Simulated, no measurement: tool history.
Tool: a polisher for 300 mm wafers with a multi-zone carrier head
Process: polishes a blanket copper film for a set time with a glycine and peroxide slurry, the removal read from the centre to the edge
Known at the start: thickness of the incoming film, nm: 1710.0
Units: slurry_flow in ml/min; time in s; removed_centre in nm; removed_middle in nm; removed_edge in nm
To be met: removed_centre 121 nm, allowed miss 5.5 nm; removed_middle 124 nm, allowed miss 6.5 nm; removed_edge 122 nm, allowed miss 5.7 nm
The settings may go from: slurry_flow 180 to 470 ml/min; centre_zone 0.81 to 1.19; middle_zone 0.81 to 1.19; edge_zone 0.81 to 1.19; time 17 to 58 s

run	hour	slurry_flow	centre_zone	middle_zone	edge_zone	time	removed_centre	removed_middle	removed_edge
1	0	300	1	1	1	37	200.62	211.83	195.19
2	5.2	295	0.98	0.97	0.99	33	177.77	183.58	174.57
3	11.7	295	0.98	0.97	0.94	33	176.18	180.81	167.73
4	18.1	290	0.95	0.95	0.92	30	159	156.88	155.13
5	19.5	290	0.94	0.96	0.91	28	150.6	152.36	140.89
6	22.6	290	1.02	0.96	0.91	28	159.76	153.65	141.9
7	25.5	285	0.98	0.95	0.91	27	147.8	146.35	137.48
8	30.3	275	0.95	0.94	0.9	26	133.75	137.05	128.14
# hour 34.5: edge zone pressure recalibrated
9	34.5	265	0.95	0.92	0.9	26	136.62	135.21	134.48
10	40.3	270	0.92	0.92	0.89	22	114.25	116.09	115.25

Which of these 5 next moves meets every target?
A	46.1	180	0.81	1.16	0.95	22	?	?	?
B	46.1	350	0.91	0.94	0.95	23	?	?	?
C	46.1	260	1.04	1	0.81	20	?	?	?
D	46.1	340	0.99	1.02	0.9	21	?	?	?
E	46.1	200	0.88	1.03	0.99	22	?	?	?

move	removed_centre	removed_middle	removed_edge
A	101.18	126.7	113.5
B	120.97	121.32	124.03
C	112.13	107.43	98.559
D	116.53	116.7	110.17
E	107.72	117.85	116.77
A: further off than the last run
B: meets every target
C: further off than the last run
D: brings the result that was furthest off to its target, and leaves another outside
E: further off than the last run
Move B is the one to make.
